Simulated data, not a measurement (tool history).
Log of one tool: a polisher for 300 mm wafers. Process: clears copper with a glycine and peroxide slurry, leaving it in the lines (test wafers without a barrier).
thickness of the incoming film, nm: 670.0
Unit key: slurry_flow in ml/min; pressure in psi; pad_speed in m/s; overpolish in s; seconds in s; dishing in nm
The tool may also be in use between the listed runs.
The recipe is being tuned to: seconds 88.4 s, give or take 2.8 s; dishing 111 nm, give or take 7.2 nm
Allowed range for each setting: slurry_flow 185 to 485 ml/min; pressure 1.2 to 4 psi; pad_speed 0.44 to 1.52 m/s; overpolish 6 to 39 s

run,hour,slurry_flow,pressure,pad_speed,overpolish,seconds,dishing
1,0,310,2.6,0.98,20,128.45,64.847
2,8.4,310,2.6,0.98,27,129.9,78.973
3,14.2,310,2.8,0.98,27,124.26,83.586
4,16.7,310,2.3,0.98,27,140.1,76.365
5,24.2,310,2.3,0.88,27,151.54,74.504
6,33,365,2.3,0.88,27,149.29,74.757
7,41,365,2.3,0.88,27,149.4,76.206
8,42.7,370,2.6,0.9,27,137.6,80.32
# hour 46.4: slurry nozzle cleaned
9,46.4,370,2.9,0.92,27,126.3,85.275
10,48.7,375,3.6,1.04,27,99.491,96.425
11,56.6,375,3.7,1.04,27,97.745,95.842
12,59.4,375,3.8,1.06,28,94.69,99.619
13,63.8,375,3.9,1.08,29,92.813,102.06
14,66.4,375,3.9,1.1,29,91.392,105.2

5 next moves are on the table. One of them brings every result within its allowed miss. Which?
A,69,420,3.2,1.24,29,?,?
B,69,440,3.6,1.14,26,?,?
C,69,440,4,1.12,31,?,?
D,69,415,3.7,1.1,27,?,?
E,69,400,3.4,1.18,33,?,?

move,seconds,dishing
A,94.56,98.07
B,93.393,94.349
C,88.284,106.09
D,94.597,95.867
E,94.81,104.53
A: misses by more than the last run did
B: misses by more than the last run did
C: all results land within tolerance of their targets
D: misses by more than the last run did
E: misses by more than the last run did
Move C is the one to make.
